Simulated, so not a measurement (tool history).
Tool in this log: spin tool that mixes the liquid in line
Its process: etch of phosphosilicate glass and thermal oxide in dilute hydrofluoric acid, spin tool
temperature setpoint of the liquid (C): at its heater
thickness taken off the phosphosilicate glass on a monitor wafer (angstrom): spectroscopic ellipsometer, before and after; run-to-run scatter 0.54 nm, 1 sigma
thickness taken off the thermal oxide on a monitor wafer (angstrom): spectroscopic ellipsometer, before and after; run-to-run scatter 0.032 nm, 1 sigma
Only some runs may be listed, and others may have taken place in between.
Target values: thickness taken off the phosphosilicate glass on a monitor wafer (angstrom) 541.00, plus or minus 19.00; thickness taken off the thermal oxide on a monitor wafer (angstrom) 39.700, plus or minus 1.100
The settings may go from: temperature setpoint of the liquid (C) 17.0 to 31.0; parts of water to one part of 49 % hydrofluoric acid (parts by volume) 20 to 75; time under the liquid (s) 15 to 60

run  hour  temperature setpoint of the liquid (C)  parts of water to one part of 49 % hydrofluoric acid (parts by volume)  time under the liquid (s)  thickness taken off the phosphosilicate glass on a monitor wafer (angstrom)  thickness taken off the thermal oxide on a monitor wafer (angstrom)
  1   0.0                                    23.0                                                                      45                         30                                                                       396.78                                                               29.336
  2   2.0                                    25.0                                                                      45                         30                                                                       420.86                                                               31.201
  3   7.9                                    27.0                                                                      45                         30                                                                       471.01                                                               34.529
  4   9.7                                    27.0                                                                      45                         45                                                                       697.83                                                               52.302
  5  18.0                                    29.5                                                                      45                         45                                                                       775.92                                                               57.018
  6  22.9                                    27.0                                                                      45                         45                                                                       700.47                                                               51.820
  7  23.9                                    25.0                                                                      45                         45                                                                       651.76                                                               47.583
  8  25.2                                    24.0                                                                      45                         45                                                                       616.16                                                               45.821

Which single option among these 4 for the next run brings every result within its allowed miss of target? Just one does.
  A  26.5                                    23.5                                                                      50                         40                                                                            ?                                                                    ?
  B  26.5                                    23.5                                                                      30                         35                                                                            ?                                                                    ?
  C  26.5                                    26.0                                                                      50                         40                                                                            ?                                                                    ?
  D  26.5                                    24.0                                                                      40                         45                                                                            ?                                                                    ?

move  thickness taken off the phosphosilicate glass on a monitor wafer (angstrom)  thickness taken off the thermal oxide on a monitor wafer (angstrom)
   A                                                                       483.62                                                               35.834
   B                                                                       724.17                                                               53.657
   C                                                                       535.70                                                               39.693
   D                                                                       703.58                                                               52.132
A: takes the biggest miss from the last run beyond its target
B: moves away from the targets compared with the last run
C: each result inside its tolerance
D: moves away from the targets compared with the last run
C is the move that brings every result within its allowed miss.
